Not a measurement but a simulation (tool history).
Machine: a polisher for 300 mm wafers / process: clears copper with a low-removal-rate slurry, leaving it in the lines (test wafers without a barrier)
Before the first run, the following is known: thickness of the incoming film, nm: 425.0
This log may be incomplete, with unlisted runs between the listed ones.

| run | hour | flow of slurry (ml/min) | pressure of the wafer on the pad (kPa) | speed of the pad under the wafer (cm/s) | abrasive content of the slurry | overpolish time after the end point (s) | time until the end point was called (s) | dishing of a wide line in a test structure (Å) |
|---|---|---|---|---|---|---|---|---|
| 1 | 0.0 | 145 | 17.9 | 100 | 1.0 | 25 | 173.32 | 377.35 |
| 2 | 1.0 | 145 | 17.9 | 100 | 0.8 | 25 | 174.34 | 358.41 |
| 3 | 8.7 | 145 | 17.9 | 116 | 0.8 | 25 | 155.66 | 366.70 |
| 4 | 13.4 | 145 | 17.9 | 98 | 0.8 | 25 | 184.10 | 342.03 |
| 5 | 19.2 | 145 | 16.5 | 98 | 0.8 | 26 | 195.51 | 347.31 |
| 6 | 22.9 | 145 | 15.9 | 98 | 0.8 | 26 | 201.98 | 328.93 |
| 7 | 27.3 | 145 | 15.2 | 98 | 0.8 | 27 | 208.40 | 339.82 |

What will run 8 give?
| 8 | 29.9 | 145 | 14.5 | 98 | 0.8 | 27 | ? | ? |

{"run 8": {"time until the end point was called (s)": 214.56, "dishing of a wide line in a test structure (Å)": 323.39}}

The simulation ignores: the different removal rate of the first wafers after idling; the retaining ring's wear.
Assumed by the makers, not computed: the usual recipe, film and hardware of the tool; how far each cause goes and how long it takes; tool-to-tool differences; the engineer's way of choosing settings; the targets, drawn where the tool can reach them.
